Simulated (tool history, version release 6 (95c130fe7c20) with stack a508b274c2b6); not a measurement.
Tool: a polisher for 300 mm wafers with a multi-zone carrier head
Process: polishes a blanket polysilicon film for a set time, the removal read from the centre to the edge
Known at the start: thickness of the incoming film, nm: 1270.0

run    day  flow of slurry (ml/min)  pressure of the head's centre zone  pressure of the head's middle zone  pressure of the head's edge zone  polishing time (s)  film removed at the wafer's centre (angstrom)  film removed at mid-radius (angstrom)  film removed at the wafer's edge (angstrom)
  1      0                      240                                   1                                   1                                 1                  49                                         4311.4                                   4441                                       4442.3
  2  0.138                      240                                1.01                                   1                              0.98                  47                                           4229                                 4243.2                                         4254
  3  0.508                      240                                1.01                                   1                              0.98                  54                                         4845.4                                 4704.7                                         4802
  4  0.658                      240                                1.01                                   1                              0.98                  61                                         5388.8                                   5545                                       5450.7
  5  0.838                      240                                1.01                                1.01                              0.96                  57                                           5061                                 5198.5                                       5071.9
  6  0.983                      245                                1.02                                1.02                              0.95                  53                                         4736.8                                 4825.5                                       4579.4
  7  1.092                      245                                1.02                                1.02                              0.94                  50                                           4448                                 4641.7                                       4431.1
  8  1.121                      245                                1.03                                1.02                              0.93                  47                                         4200.8                                 4353.3                                       4114.1
  9  1.229                      245                                1.04                                1.02                              0.92                  45                                         4117.7                                   4108                                       3909.7
 10  1.371                      245                                1.04                                1.02                              0.92                  45                                         4106.3                                 4100.2                                       3947.4
 11  1.604                      245                                1.05                                1.03                              0.91                  43                                         4014.3                                 4018.9                                       3706.6
     1.812  -- edge zone pressure recalibrated
 12  1.812                      240                                1.05                                1.03                               0.9                  42                                           3862                                 3879.8                                       3554.9
 13  1.879                      230                                1.05                                1.02                              0.89                  41                                         3777.5                                 3710.9                                       3454.3
 14  1.962                      220                                1.02                                1.03                              0.81                  32                                         2849.2                                 2934.9                                       2525.8
 15  2.121                      230                                1.02                                1.03                              0.82                  32                                         2835.8                                 2944.8                                       2559.8
 16  2.442                      240                                1.03                                1.03                              0.83                  32                                         2913.2                                 2929.9                                       2628.5
 17  2.683                      245                                1.03                                1.04                              0.83                  32                                         2877.2                                 2983.4                                       2645.6
 18  2.908                      250                                1.04                                1.04                              0.83                  32                                           2932                                 3055.6                                       2586.3

Run 19 comes next. What will it give?
 19  3.15                      250                                1.04                                1.04                              0.84                  32                                              ?                                      ?                                            ?

film removed at the wafer's centre (angstrom): 2925
film removed at mid-radius (angstrom): 2999
film removed at the wafer's edge (angstrom): 2625.8

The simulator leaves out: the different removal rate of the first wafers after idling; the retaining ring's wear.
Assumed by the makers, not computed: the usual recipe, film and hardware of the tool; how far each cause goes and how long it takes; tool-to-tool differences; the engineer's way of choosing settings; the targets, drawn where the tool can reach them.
